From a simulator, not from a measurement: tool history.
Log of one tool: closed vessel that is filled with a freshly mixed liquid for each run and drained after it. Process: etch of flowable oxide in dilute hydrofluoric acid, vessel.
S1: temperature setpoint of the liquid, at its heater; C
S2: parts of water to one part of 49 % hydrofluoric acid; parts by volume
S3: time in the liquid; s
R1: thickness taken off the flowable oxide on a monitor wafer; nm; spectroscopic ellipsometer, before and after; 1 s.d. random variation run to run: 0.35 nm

Run 1, hour 0.0: S1 24.0 C, S2 85 parts by volume, S3 95 s. Result: R1 37.480 nm.
Run 2, hour 5.9: S1 24.0 C, S2 105 parts by volume, S3 95 s. Result: R1 30.195 nm.
Run 3, hour 14.7: S1 25.5 C, S2 100 parts by volume, S3 95 s. Result: R1 33.671 nm.
Run 4, hour 15.3: S1 22.5 C, S2 100 parts by volume, S3 95 s. Result: R1 29.495 nm.
Run 5, hour 16.0: S1 24.5 C, S2 95 parts by volume, S3 95 s. Result: R1 33.693 nm.
Run 6, hour 18.6: S1 24.5 C, S2 95 parts by volume, S3 100 s. Result: R1 35.448 nm.
Run 7, hour 21.8: S1 26.0 C, S2 90 parts by volume, S3 100 s. Result: R1 40.341 nm.
Run 8, hour 29.5: S1 30.0 C, S2 80 parts by volume, S3 100 s. Result: R1 53.605 nm.

Estimate the outcome of run 9 from the log above:
Run 9, hour 31.5: S1 30.5 C, S2 80 parts by volume, S3 100 s. Result: R1 ?.

{"run 9": {"R1": 54.265}}
